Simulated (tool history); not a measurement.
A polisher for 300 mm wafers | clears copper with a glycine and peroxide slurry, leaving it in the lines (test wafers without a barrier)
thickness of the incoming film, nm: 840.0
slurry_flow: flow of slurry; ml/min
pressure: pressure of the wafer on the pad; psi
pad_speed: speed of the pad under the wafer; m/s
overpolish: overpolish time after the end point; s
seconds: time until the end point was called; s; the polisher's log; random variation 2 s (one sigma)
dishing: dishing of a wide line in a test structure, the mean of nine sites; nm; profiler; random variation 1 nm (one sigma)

Run 1, hour 0: slurry_flow 315 ml/min, pressure 3.2 psi, pad_speed 1.1 m/s, overpolish 14 s. Result: seconds 111.61 s, dishing 65.553 nm.
Run 2, hour 5.2: slurry_flow 315 ml/min, pressure 3.2 psi, pad_speed 1.1 m/s, overpolish 19 s. Result: seconds 109.01 s, dishing 82.579 nm.
Run 3, hour 9.1: slurry_flow 250 ml/min, pressure 3.2 psi, pad_speed 1.1 m/s, overpolish 19 s. Result: seconds 111.74 s, dishing 83.629 nm.
Run 4, hour 15.5: slurry_flow 250 ml/min, pressure 2.9 psi, pad_speed 1.1 m/s, overpolish 20 s. Result: seconds 124.09 s, dishing 77.797 nm.
Run 5, hour 19: slurry_flow 250 ml/min, pressure 2.6 psi, pad_speed 1.1 m/s, overpolish 20 s. Result: seconds 132.27 s, dishing 73.597 nm.
Run 6, hour 22.8: slurry_flow 250 ml/min, pressure 2.4 psi, pad_speed 1.1 m/s, overpolish 21 s. Result: seconds 145.59 s, dishing 71.296 nm.
Run 7, hour 26.6: slurry_flow 250 ml/min, pressure 2.3 psi, pad_speed 1.1 m/s, overpolish 21 s. Result: seconds 147.9 s, dishing 70.994 nm.

The next listed run, before its measurement:
Run 8, hour 30.2: slurry_flow 250 ml/min, pressure 1.7 psi, pad_speed 1.08 m/s, overpolish 22 s. Result: seconds ?, dishing ?.

seconds: 191.28 s
dishing: 60.012 nm
